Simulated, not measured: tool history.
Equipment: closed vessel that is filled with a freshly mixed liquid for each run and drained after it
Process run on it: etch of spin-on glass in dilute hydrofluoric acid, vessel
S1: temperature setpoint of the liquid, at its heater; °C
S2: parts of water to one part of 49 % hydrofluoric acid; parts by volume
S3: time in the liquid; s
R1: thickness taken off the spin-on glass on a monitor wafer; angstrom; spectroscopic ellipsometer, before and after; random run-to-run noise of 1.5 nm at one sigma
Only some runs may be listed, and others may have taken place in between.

run  hour    S1  S2  S3       R1
  1   0.0  25.0  45  95   717.33
  2   3.7  26.5  40  95   873.99
  3   5.2  30.0  40  95   982.95
  4  12.7  28.0  40  95   923.39
     20.9  -- hydrofluoric acid flow meter replaced
  5  20.9  29.0  35  95   984.54
  6  22.8  29.5  30  95  1176.60

Run 7, settings as shown, results not yet in. Your forecast:
  7  27.7  30.0  30  95   ?

R1: 1194.60 angstrom
